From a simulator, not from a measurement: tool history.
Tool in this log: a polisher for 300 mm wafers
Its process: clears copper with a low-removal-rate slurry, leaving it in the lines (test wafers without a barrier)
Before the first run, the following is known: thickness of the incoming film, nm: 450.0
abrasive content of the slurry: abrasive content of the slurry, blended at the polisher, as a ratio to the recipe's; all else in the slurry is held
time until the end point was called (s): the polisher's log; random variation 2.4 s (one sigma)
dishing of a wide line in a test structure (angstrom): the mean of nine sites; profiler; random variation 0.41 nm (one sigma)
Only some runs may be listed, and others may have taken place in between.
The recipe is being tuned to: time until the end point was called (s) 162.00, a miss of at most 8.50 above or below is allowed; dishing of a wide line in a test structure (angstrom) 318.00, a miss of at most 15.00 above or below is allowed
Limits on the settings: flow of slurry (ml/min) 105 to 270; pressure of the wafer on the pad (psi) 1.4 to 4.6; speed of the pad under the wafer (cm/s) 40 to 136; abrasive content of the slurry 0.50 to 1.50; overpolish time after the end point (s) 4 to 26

run  hour  flow of slurry (ml/min)  pressure of the wafer on the pad (psi)  speed of the pad under the wafer (cm/s)  abrasive content of the slurry  overpolish time after the end point (s)  time until the end point was called (s)  dishing of a wide line in a test structure (angstrom)
  1   0.0                      175                                     3.0                                       88                            1.00                                       13                                   184.50                                                 228.57
  2   8.8                      170                                     3.2                                       88                            1.00                                       15                                   173.77                                                 267.08
  3  13.7                      170                                     3.2                                       88                            1.00                                       19                                   179.85                                                 335.34
  4  18.7                      210                                     3.2                                       88                            1.00                                       19                                   174.68                                                 347.35
  5  24.0                      210                                     3.3                                       88                            1.00                                       18                                   170.90                                                 333.78
  6  30.7                      210                                     3.3                                       68                            1.00                                       18                                   220.40                                                 275.01
  7  36.2                      210                                     3.4                                       68                            1.00                                       18                                   213.86                                                 279.60
  8  41.1                      210                                     3.5                                       68                            1.00                                       18                                   208.95                                                 287.50
  9  49.0                      210                                     3.6                                       68                            1.00                                       18                                   202.72                                                 283.85
 10  52.1                      210                                     3.7                                       68                            1.00                                       18                                   199.13                                                 298.31
 11  58.7                      210                                     3.8                                       68                            1.00                                       18                                   194.09                                                 293.16
 12  64.3                      210                                     3.9                                       68                            1.00                                       18                                   196.16                                                 308.42
 13  69.1                      225                                     4.5                                       72                            1.00                                       15                                   158.30                                                 303.95

Which of these 4 next moves meets every target?
  A  73.9                      195                                     4.6                                       72                            0.90                                       15                                        ?                                                      ?
  B  73.9                      185                                     4.2                                       74                            1.15                                       14                                        ?                                                      ?
  C  73.9                      205                                     4.5                                       80                            0.80                                       16                                        ?                                                      ?
  D  73.9                      240                                     4.6                                       72                            1.10                                       13                                        ?                                                      ?

move  time until the end point was called (s)  dishing of a wide line in a test structure (angstrom)
   A                                   162.04                                                 294.89
   B                                   157.78                                                 283.22
   C                                   155.61                                                 323.88
   D                                   148.75                                                 279.90
A: further off than the last run
B: further off than the last run
C: in spec on every target
D: further off than the last run
C meets every target.
